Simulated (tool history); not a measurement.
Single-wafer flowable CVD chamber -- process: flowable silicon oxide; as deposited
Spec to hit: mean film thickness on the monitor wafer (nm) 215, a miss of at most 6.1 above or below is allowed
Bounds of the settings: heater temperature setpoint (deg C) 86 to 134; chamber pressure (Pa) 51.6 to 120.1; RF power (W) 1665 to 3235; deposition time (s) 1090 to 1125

| run | hour | heater temperature setpoint (deg C) | chamber pressure (Pa) | RF power (W) | deposition time (s) | mean film thickness on the monitor wafer (nm) |
|---|---|---|---|---|---|---|
| 1 | 0 | 110 | 85.9 | 2450 | 1090 | 338.88 |
| 2 | 6.7 | 110 | 85.9 | 2450 | 1090 | 339.56 |
| 3 | 12.5 | 114 | 85.7 | 2450 | 1090 | 294.1 |
| 4 | 19 | 114 | 85.7 | 2210 | 1090 | 287.92 |
| 5 | 20.5 | 117 | 85.6 | 2210 | 1090 | 259.66 |
| 6 | 27.5 | 119 | 85.6 | 2210 | 1090 | 244.68 |
| 7 | 33.2 | 120 | 85.6 | 2210 | 1090 | 233.99 |
| 8 | 39.9 | 121 | 85.6 | 2210 | 1090 | 228.39 |

Exercise: of the 4 proposed moves below, exactly one satisfies all targets within the stated allowed misses. Which move is it?
| A | 46.6 | 124 | 82.9 | 2000 | 1090 | ? |
| B | 46.6 | 123 | 84 | 2140 | 1117 | ? |
| C | 46.6 | 118 | 67.5 | 2485 | 1098 | ? |
| D | 46.6 | 120 | 86.4 | 2355 | 1125 | ? |

| move | mean film thickness on the monitor wafer (nm) |
|---|---|
| A | 198.45 |
| B | 214.61 |
| C | 203.9 |
| D | 246.67 |
A: the result that was furthest off in the last run now lies on the other side of its target
B: every result within its allowed miss
C: the result that was furthest off in the last run now lies on the other side of its target
D: moves away from the targets compared with the last run
Correct choice: B, which meets every target
